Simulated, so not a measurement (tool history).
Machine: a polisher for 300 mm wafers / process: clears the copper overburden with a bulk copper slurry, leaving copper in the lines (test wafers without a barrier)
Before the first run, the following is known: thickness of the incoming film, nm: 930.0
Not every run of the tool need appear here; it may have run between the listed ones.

run	hour	flow of slurry (ml/min)	pressure of the wafer on the pad (kPa)	speed of the pad under the wafer (cm/s)	abrasive content of the slurry	overpolish time after the end point (s)	time until the end point was called (s)	dishing of a wide line in a test structure (nm)
1	0	250	22.1	90	1	24	119.65	88.506
2	5.1	250	20.7	86	1	26	130.99	84.659
3	13.6	250	20.7	86	1.05	26	132.44	87.209
4	16.7	250	17.9	86	1.05	26	146.38	81.31
5	22	250	17.9	86	0.85	26	153.87	77.417
6	25.7	250	17.2	82	0.85	28	167.22	78.111
7	31.5	250	16.5	78	0.85	29	184.91	73.577

Predict the results of run 8:
8	34.7	240	10.3	64	0.8	40	?	?

{"run 8": {"time until the end point was called (s)": 328.72, "dishing of a wide line in a test structure (nm)": 61.239}}
